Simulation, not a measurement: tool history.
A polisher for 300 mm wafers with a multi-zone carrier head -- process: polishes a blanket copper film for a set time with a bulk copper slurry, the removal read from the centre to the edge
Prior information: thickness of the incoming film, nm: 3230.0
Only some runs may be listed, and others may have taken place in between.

run,day,flow of slurry (ml/min),pressure of the head's centre zone,pressure of the head's middle zone,pressure of the head's edge zone,abrasive content of the slurry,polishing time (s),film removed at the wafer's centre (Å),film removed at mid-radius (Å),film removed at the wafer's edge (Å)
1,0.000,245,1.00,1.00,1.00,1.00,39,4277.2,4247.6,4322.8
2,0.158,245,1.00,1.06,1.00,1.00,39,4260.1,4463.8,4161.2
3,0.312,250,0.98,1.07,1.03,1.10,40,4458.0,4792.2,4514.6
4,0.371,250,0.98,1.07,1.03,1.10,47,5207.8,5576.4,5432.5
5,0.504,250,0.98,1.07,1.03,1.10,42,4703.3,4965.3,4828.5
6,0.721,250,0.98,1.10,1.03,1.10,42,4702.8,5099.8,4785.2
7,0.825,260,0.96,1.12,1.04,1.15,42,4722.5,5212.0,4873.2
8,0.875,255,0.94,1.13,1.04,1.20,43,4741.9,5514.5,4914.1

Expected results for the next run?
9,0.950,260,0.93,1.14,1.07,1.25,43,?,?,?

film removed at the wafer's centre (Å): 4676.0
film removed at mid-radius (Å): 5655.7
film removed at the wafer's edge (Å): 5230.2
